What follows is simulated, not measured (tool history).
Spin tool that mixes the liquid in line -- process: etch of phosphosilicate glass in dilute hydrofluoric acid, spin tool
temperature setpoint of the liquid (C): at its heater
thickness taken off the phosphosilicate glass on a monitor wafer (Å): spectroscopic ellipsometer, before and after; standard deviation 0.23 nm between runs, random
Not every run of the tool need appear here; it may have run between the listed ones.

run  hour  temperature setpoint of the liquid (C)  parts of water to one part of 49 % hydrofluoric acid (parts by volume)  time under the liquid (s)  thickness taken off the phosphosilicate glass on a monitor wafer (Å)
  1   0.0                                      22                                                                      90                         70                                                                466.17
  2   1.2                                      23                                                                      90                         70                                                                487.44
  3   5.4                                      23                                                                      90                         70                                                                490.26
  4  11.6                                      23                                                                      80                         70                                                                551.95
  5  15.3                                      23                                                                     105                         70                                                                408.74
  6  17.0                                      24                                                                     105                         70                                                                426.57

Run 7 has not been measured yet. What should we expect?
  7  22.8                                      28                                                                      95                         70                                                                     ?

{"run 7": {"thickness taken off the phosphosilicate glass on a monitor wafer (Å)": 561.75}}

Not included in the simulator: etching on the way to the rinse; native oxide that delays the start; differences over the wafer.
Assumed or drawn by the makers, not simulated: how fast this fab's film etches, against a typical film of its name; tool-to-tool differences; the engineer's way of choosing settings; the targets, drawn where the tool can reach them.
